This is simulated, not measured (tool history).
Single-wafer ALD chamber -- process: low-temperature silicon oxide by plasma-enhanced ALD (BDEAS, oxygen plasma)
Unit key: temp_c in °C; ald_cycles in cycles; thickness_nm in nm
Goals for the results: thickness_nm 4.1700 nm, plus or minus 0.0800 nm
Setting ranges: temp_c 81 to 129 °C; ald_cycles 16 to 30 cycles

run,hour,temp_c,ald_cycles,thickness_nm
1,0.0,105,23,3.1542
2,1.3,103,25,3.4432
3,10.3,110,25,3.4073
4,12.9,117,25,3.3574
5,20.4,117,22,2.9565
6,23.3,115,24,3.2201
7,26.3,111,28,3.8001
8,31.2,109,29,3.9525
9,34.9,107,29,3.9627
10,39.5,105,29,3.9749
11,47.7,105,29,3.9822
12,48.5,104,29,3.9852
13,54.9,103,29,3.9827
14,57.9,103,29,3.9838
15,66.6,102,29,3.9967
16,71.2,101,29,4.0014
17,72.8,100,29,4.0074

Next run, 5 choices. One meets every target within its allowed miss, the rest don't. Which?
A,74.4,101,29,?
B,74.4,100,30,?
C,74.4,98,28,?
D,74.4,99,29,?
E,74.4,82,27,?

move,thickness_nm
A,4.0042
B,4.1492
C,3.8952
D,4.0210
E,3.9536
A: about the same distance from the targets as the last run
B: hits every target within its allowed miss
C: moves away from the targets compared with the last run
D: moves toward the targets from the last run without getting all of them in spec
E: moves away from the targets compared with the last run
The move that meets every target is B.
